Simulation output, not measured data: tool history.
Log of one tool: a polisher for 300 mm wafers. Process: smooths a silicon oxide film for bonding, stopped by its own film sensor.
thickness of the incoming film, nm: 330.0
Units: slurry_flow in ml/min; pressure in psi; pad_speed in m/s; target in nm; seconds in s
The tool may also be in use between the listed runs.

run 1 hour=0 | slurry_flow=200 pressure=2 pad_speed=0.74 slurry_solids=1 target=283 | seconds=97.936
run 2 hour=4.9 | slurry_flow=200 pressure=2.2 pad_speed=0.74 slurry_solids=1 target=283 | seconds=88.529
run 3 hour=10.9 | slurry_flow=195 pressure=1.9 pad_speed=0.74 slurry_solids=1 target=283 | seconds=101.04
run 4 hour=12.1 | slurry_flow=195 pressure=1.9 pad_speed=0.86 slurry_solids=1 target=283 | seconds=90.748
run 5 hour=20.1 | slurry_flow=195 pressure=1.9 pad_speed=0.72 slurry_solids=1 target=283 | seconds=104.21
run 6 hour=23 | slurry_flow=195 pressure=1.6 pad_speed=0.72 slurry_solids=1 target=283 | seconds=121.86

Run 7 comes next. What will it give?
run 7 hour=32 | slurry_flow=195 pressure=1.4 pad_speed=0.72 slurry_solids=1 target=283 | seconds=?

seconds: 141.47 s
